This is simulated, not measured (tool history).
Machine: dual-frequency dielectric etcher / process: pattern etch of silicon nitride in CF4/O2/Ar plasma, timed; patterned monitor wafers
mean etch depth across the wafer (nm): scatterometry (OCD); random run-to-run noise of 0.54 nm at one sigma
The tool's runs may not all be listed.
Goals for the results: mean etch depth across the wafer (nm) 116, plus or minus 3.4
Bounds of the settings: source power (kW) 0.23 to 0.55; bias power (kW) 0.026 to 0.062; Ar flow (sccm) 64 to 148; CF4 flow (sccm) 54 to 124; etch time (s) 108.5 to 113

run  hour  source power (kW)  bias power (kW)  Ar flow (sccm)  CF4 flow (sccm)  etch time (s)  mean etch depth across the wafer (nm)
  1     0               0.39            0.044             106               89          108.5                                 146.45
  2   5.4               0.39            0.044             118               89          108.5                                 143.84
  3  10.2               0.37            0.044             118               89          108.5                                 138.28
  4  12.5               0.37            0.047             118               89          108.5                                 140.09
  5  14.4               0.35            0.047             118               89          108.5                                 134.02
  6  22.9               0.35            0.047             135               89          108.5                                 132.42
  7  29.5               0.34            0.047             135               89          108.5                                 128.89
  8  31.3               0.34            0.047             135               89          108.5                                 128.12
  9  37.3               0.33            0.047             135               89          108.5                                 124.71
 10  40.5               0.32            0.047             135               89          108.5                                 121.15

Pick the move, out of 4, that brings all results within their allowed miss; only one does.
  A  43.7               0.33            0.049             139               85          108.5                                      ?
  B  43.7               0.26            0.053             148               79            113                                      ?
  C  43.7               0.29            0.046             133               77          108.5                                      ?
  D  43.7                0.3            0.051             148               90          108.5                                      ?

move  mean etch depth across the wafer (nm)
   A                                 125.57
   B                                 106.22
   C                                 108.54
   D                                 116.71
A: the biggest miss grows against the last run
B: moves the result that the last run missed by most past its target, out the other side
C: moves the result that the last run missed by most past its target, out the other side
D: every result lands within tolerance
Go with D: it meets all targets.
